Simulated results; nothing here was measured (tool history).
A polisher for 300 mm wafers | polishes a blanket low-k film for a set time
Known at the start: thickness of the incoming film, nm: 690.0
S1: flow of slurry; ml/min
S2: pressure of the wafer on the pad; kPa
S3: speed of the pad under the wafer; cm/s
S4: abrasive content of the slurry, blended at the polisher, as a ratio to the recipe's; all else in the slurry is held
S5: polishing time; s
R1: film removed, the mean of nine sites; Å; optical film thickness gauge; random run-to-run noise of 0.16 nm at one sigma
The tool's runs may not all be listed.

run	hour	S1	S2	S3	S4	S5	R1
1	0	265	13.1	112	1	49	203.03
2	3.2	265	13.1	112	1	49	206.4
3	5.4	265	13.1	126	1	49	226.1
4	8.6	265	11	126	1	49	194.68
5	12.1	265	11	126	1.1	49	204.44
6	13.4	295	11	126	1.1	49	205.07

Run 7 is up next; what results do you expect?
7	18.6	295	10.3	126	1.1	49	?

{"run 7": {"R1": 196.16}}

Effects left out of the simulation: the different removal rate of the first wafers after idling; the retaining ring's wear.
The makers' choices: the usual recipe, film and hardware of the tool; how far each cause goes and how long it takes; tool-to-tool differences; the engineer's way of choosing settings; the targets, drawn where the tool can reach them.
